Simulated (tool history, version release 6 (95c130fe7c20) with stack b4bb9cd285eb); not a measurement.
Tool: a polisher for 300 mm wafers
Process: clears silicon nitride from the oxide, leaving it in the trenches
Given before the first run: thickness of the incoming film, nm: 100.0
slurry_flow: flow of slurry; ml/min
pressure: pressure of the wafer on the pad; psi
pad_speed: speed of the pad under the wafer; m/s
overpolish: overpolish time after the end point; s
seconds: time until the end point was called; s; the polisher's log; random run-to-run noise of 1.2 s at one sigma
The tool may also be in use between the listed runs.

| run | hour | slurry_flow | pressure | pad_speed | overpolish | seconds |
|---|---|---|---|---|---|---|
| 1 | 0 | 300 | 2.7 | 1.2 | 7 | 102.79 |
| 2 | 2.5 | 300 | 2.7 | 1.2 | 7 | 101.69 |
| 3 | 4 | 300 | 2.7 | 1.2 | 7 | 104.28 |
| 4 | 8.5 | 300 | 2.8 | 1.2 | 7 | 99.427 |
| 5 | 15.8 | 230 | 2.8 | 1.2 | 7 | 97.944 |
| 6 | 23.7 | 230 | 2.3 | 1.2 | 7 | 121.33 |
| 7 | 28.7 | 230 | 2.5 | 1.22 | 7 | 111.91 |
| 8 | 29.6 | 230 | 2.6 | 1.22 | 7 | 104.36 |
| 9 | 35.5 | 230 | 2.7 | 1.22 | 7 | 101.28 |
| 10 | 40.5 | 230 | 2.8 | 1.22 | 7 | 99.259 |
| 11 | 43.3 | 230 | 2.9 | 1.22 | 7 | 93.228 |

Expected results for the next run?
| 12 | 47.4 | 230 | 3 | 1.22 | 7 | ? |

{"run 12": {"seconds": 92.548}}

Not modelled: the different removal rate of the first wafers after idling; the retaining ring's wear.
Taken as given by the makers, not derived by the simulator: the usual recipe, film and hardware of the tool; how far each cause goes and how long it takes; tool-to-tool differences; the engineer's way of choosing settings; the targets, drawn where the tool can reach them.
